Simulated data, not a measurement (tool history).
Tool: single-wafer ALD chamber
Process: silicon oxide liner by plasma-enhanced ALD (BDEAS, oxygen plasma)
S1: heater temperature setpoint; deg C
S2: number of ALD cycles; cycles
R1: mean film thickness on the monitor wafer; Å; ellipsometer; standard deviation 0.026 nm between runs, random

run,day,S1,S2,R1
1,0,315,64,59.709
2,0.154,325,64,58.318
3,0.5,332,64,58.961
4,0.812,322,64,58.768
# day 1.154: thermocouple changed; heater temperature recalibrated
5,1.154,326,64,58.91
6,1.279,326,62,57.26

Run 7 is up next; what results do you expect?
7,1.442,326,60,?

Run 7 came out at R1 55.417 Å.

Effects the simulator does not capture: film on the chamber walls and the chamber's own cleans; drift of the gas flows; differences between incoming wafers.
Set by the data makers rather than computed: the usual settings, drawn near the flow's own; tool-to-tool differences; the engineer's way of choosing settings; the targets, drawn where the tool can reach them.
